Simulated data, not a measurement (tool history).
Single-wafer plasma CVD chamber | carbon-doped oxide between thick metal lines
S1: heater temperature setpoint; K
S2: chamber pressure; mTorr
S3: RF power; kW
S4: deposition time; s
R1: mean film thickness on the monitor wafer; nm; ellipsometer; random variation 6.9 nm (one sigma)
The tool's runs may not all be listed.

run	hour	S1	S2	S3	S4	R1
1	0.0	613.15	5450	0.610	197	1064.6
2	2.1	613.15	5450	0.685	197	1172.6
3	4.5	613.15	5450	0.685	197	1168.5
4	5.9	613.15	4920	0.685	197	1160.3
5	8.3	607.15	4920	0.685	197	1181.6
6	9.3	607.15	4920	0.630	197	1105.9
7	17.5	605.15	5060	0.645	197	1132.6
8	20.0	604.15	5160	0.660	197	1146.9

Run 9 comes next. What will it give?
9	23.7	604.15	5160	0.675	197	?

{"run 9": {"R1": 1169.6}}
